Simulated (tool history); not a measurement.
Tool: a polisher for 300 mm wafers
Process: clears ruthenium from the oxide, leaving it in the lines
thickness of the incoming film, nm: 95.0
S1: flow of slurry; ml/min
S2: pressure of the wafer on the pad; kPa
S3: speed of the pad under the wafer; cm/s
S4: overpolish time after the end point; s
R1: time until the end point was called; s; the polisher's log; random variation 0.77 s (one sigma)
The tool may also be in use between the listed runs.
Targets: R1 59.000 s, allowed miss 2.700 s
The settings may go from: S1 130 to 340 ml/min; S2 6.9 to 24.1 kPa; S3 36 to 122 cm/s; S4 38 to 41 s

run    day   S1    S2  S3  S4      R1
  1  0.000  220  15.2  78  38  95.118
  2  0.100  220  17.2  78  38  82.899
  3  0.417  220  18.6  78  38  78.400
  4  0.688  220  18.6  78  41  79.200
  5  0.804  220  18.6  78  41  79.345
  6  0.925  220  20.0  78  41  73.276
  7  1.021  220  21.4  78  41  69.038
  8  1.071  220  22.1  78  41  66.716
  9  1.350  220  22.8  78  41  64.973
 10  1.392  220  23.4  78  41  63.902
 11  1.688  220  23.4  80  41  61.398

4 next moves are on the table. One of them brings every result within its allowed miss. Which?
  A  1.983  240  21.4  82  38   ?
  B  1.983  225  22.8  80  41   ?
  C  1.983  210  24.1  82  39   ?
  D  1.983  245  24.1  72  41   ?

move      R1
   A  65.423
   B  63.774
   C  59.587
   D  66.042
A: further off than the last run
B: further off than the last run
C: meets every target
D: further off than the last run
Answer: C

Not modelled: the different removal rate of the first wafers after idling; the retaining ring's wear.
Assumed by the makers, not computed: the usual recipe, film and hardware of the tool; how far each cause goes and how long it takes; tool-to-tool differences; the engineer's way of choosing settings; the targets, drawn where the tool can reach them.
